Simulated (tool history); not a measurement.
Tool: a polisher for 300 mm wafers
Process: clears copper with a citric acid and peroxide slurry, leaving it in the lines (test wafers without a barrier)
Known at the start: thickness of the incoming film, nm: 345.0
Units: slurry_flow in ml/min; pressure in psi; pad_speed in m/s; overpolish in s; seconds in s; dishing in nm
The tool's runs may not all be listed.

run,hour,slurry_flow,pressure,pad_speed,slurry_solids,overpolish,seconds,dishing
1,0,180,3.2,1.04,1,21,131.66,40.864
2,6.6,135,3.2,1.04,1,21,129.07,39.13
3,13.9,135,3.5,1.04,1,21,121.3,41.393
4,14.6,135,3,1.02,1,24,143.58,42.676
5,21.9,135,2.7,1.02,1,25,152.42,40.386
6,29.3,135,2.4,1,1,27,175.23,38.494
7,37.9,135,2.3,1,1,28,185.49,38.614

Run 8 comes next. What will it give?
8,40.7,135,2.2,1,1,29,?,?

Run 8 gave seconds 179.56 s, dishing 37.999 nm.
